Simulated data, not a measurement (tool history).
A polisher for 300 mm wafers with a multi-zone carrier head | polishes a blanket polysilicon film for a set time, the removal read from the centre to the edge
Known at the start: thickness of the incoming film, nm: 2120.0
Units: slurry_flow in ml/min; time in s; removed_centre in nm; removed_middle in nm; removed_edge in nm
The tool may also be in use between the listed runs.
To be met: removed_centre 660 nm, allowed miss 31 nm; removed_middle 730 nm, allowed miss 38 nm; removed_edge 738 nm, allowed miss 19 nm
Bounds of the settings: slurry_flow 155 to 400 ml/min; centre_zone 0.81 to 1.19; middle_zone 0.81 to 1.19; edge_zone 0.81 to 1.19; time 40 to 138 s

run  hour  slurry_flow  centre_zone  middle_zone  edge_zone  time  removed_centre  removed_middle  removed_edge
  1     0          255            1            1          1    88          576.85          576.09        608.76
  2   3.5          255            1            1       0.94    88          574.74          590.51        591.52
  3   6.4          225            1            1       0.94    88          584.06          589.44        586.44
  4  14.4          230            1         1.02       0.96    90          595.12          613.98        596.65
  5  22.4          240         0.99         1.03       0.98    92          595.61          625.02        631.61
  6  23.4          240         0.99         1.11       0.98    92          590.92          672.54         617.4
  7  23.9          245         0.99         1.11          1    94          594.09          693.11           641
  8  31.7          250            1         1.11       1.02    95          626.75          702.95        656.58
  9  36.2          250            1         1.11       1.02    95          636.09          694.18        672.43
 10  40.9          250            1         1.11       1.02    95          631.04          695.93        660.28

5 next moves are on the table. One of them brings every result within its allowed miss. Which?
  A  45.6          170         1.02         1.19       0.86    96               ?               ?             ?
  B  45.6          275         0.99         1.11       1.12   100               ?               ?             ?
  C  45.6          280          1.1          1.1          1    84               ?               ?             ?
  D  45.6          245         1.01         1.17       0.92   101               ?               ?             ?
  E  45.6          235         1.08         1.19       0.93    88               ?               ?             ?

move  removed_centre  removed_middle  removed_edge
   A          621.58          743.93        598.28
   B          660.02          760.33         730.3
   C          608.57          634.44        580.58
   D          671.63          796.26        665.01
   E          618.05          701.35        580.65
A: further off than the last run
B: meets every target
C: further off than the last run
D: nearer than the last run, and not there yet
E: further off than the last run
The right move is B.
